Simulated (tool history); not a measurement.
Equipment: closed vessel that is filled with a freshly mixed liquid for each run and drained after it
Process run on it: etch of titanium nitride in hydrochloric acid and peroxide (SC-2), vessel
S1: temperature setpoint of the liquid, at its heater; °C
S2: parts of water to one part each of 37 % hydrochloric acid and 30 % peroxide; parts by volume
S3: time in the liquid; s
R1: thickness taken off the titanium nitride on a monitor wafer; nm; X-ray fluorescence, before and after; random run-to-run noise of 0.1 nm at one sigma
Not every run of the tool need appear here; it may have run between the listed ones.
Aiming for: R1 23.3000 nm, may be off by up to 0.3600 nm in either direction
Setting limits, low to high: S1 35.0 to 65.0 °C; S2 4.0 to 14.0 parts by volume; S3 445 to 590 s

Run 1, hour 0.0: S1 49.0 °C, S2 7.5 parts by volume, S3 590 s. Result: R1 11.3370 nm.
Run 2, hour 2.6: S1 49.0 °C, S2 10.0 parts by volume, S3 590 s. Result: R1 8.9079 nm.
Run 3, hour 4.5: S1 49.0 °C, S2 9.0 parts by volume, S3 590 s. Result: R1 9.8330 nm.
Run 4, hour 11.2: S1 51.5 °C, S2 9.0 parts by volume, S3 590 s. Result: R1 11.5280 nm.
Run 5, hour 17.2: S1 57.0 °C, S2 9.0 parts by volume, S3 590 s. Result: R1 16.4250 nm.
Run 6, hour 22.7: S1 58.0 °C, S2 9.0 parts by volume, S3 590 s. Result: R1 17.6640 nm.
Run 7, hour 31.1: S1 59.0 °C, S2 9.0 parts by volume, S3 590 s. Result: R1 18.6930 nm.
Run 8, hour 34.7: S1 59.5 °C, S2 9.0 parts by volume, S3 590 s. Result: R1 19.2440 nm.
At hour 42.3: new drum of peroxide connected.
Run 9, hour 42.3: S1 60.0 °C, S2 9.0 parts by volume, S3 590 s. Result: R1 20.7880 nm.
Run 10, hour 48.4: S1 60.5 °C, S2 9.0 parts by volume, S3 590 s. Result: R1 21.4620 nm.
Run 11, hour 49.6: S1 61.0 °C, S2 9.0 parts by volume, S3 590 s. Result: R1 22.2050 nm.
Run 12, hour 54.6: S1 61.5 °C, S2 9.0 parts by volume, S3 590 s. Result: R1 22.8650 nm.

Consider the 4 candidate settings below. Which is the only one whose results all fall within their allowed miss of target?
Run A, hour 59.6: S1 60.0 °C, S2 7.5 parts by volume, S3 570 s. Result: R1 ?.
Run B, hour 59.6: S1 60.0 °C, S2 6.5 parts by volume, S3 475 s. Result: R1 ?.
Run C, hour 59.6: S1 62.5 °C, S2 8.0 parts by volume, S3 490 s. Result: R1 ?.
Run D, hour 59.6: S1 63.0 °C, S2 10.0 parts by volume, S3 580 s. Result: R1 ?.

move       R1
   A  23.4430
   B  21.8340
   C  22.3700
   D  22.7570
A: all results land within tolerance of their targets
B: the biggest miss grows against the last run
C: the biggest miss grows against the last run
D: the biggest miss grows against the last run
Go with A: it meets all targets.
